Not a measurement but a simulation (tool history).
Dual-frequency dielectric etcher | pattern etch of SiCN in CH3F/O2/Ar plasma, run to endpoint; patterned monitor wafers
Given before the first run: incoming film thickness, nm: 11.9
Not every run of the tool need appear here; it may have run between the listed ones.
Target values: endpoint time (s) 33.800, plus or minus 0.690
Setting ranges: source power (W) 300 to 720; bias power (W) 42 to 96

| run | hour | source power (W) | bias power (W) | endpoint time (s) |
|---|---|---|---|---|
| 1 | 0.0 | 510 | 69 | 28.057 |
| 2 | 2.7 | 480 | 67 | 29.364 |
| 3 | 5.0 | 460 | 67 | 30.139 |
| 4 | 6.8 | 550 | 67 | 27.286 |
| 5 | 12.1 | 600 | 67 | 26.198 |
| 6 | 16.0 | 600 | 76 | 24.775 |
| 7 | 18.6 | 550 | 74 | 26.473 |
| 8 | 24.5 | 510 | 73 | 27.527 |

Exercise: of the 4 proposed moves below, exactly one satisfies all targets within the stated allowed misses. Which move is it?
| A | 30.4 | 430 | 52 | ? |
| B | 30.4 | 420 | 58 | ? |
| C | 30.4 | 380 | 59 | ? |
| D | 30.4 | 440 | 62 | ? |

| move | endpoint time (s) |
|---|---|
| A | 35.012 |
| B | 33.822 |
| C | 35.666 |
| D | 31.957 |
A: moves the result that the last run missed by most past its target, out the other side
B: all results in spec
C: moves the result that the last run missed by most past its target, out the other side
D: an improvement on the last run, though not all results are within tolerance
The move that meets every target is B.
